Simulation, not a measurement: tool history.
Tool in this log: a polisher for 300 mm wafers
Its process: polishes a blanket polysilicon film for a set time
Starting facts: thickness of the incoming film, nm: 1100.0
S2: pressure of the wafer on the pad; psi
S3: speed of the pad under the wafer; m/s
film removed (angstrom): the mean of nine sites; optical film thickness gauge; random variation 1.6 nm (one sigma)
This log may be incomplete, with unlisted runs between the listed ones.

Run 1, hour 0: flow of slurry (ml/min) 130, S2 3.3 psi, S3 1.22 m/s, polishing time (s) 21. Result: film removed (angstrom) 1926.2.
Run 2, hour 3.8: flow of slurry (ml/min) 130, S2 3.3 psi, S3 1.22 m/s, polishing time (s) 21. Result: film removed (angstrom) 1910.
Run 3, hour 9.1: flow of slurry (ml/min) 125, S2 2.9 psi, S3 1.22 m/s, polishing time (s) 21. Result: film removed (angstrom) 1772.9.
Run 4, hour 18.1: flow of slurry (ml/min) 125, S2 2.9 psi, S3 1.32 m/s, polishing time (s) 21. Result: film removed (angstrom) 1929.8.
Run 5, hour 25.6: flow of slurry (ml/min) 125, S2 2.4 psi, S3 1.3 m/s, polishing time (s) 21. Result: film removed (angstrom) 1718.3.
Run 6, hour 28.8: flow of slurry (ml/min) 125, S2 2.4 psi, S3 1.3 m/s, polishing time (s) 19. Result: film removed (angstrom) 1524.7.

What will run 7 give?
Run 7, hour 33.9: flow of slurry (ml/min) 125, S2 2.2 psi, S3 1.3 m/s, polishing time (s) 19. Result: film removed (angstrom) ?.

Run 7 measured film removed (angstrom) 1444.1.

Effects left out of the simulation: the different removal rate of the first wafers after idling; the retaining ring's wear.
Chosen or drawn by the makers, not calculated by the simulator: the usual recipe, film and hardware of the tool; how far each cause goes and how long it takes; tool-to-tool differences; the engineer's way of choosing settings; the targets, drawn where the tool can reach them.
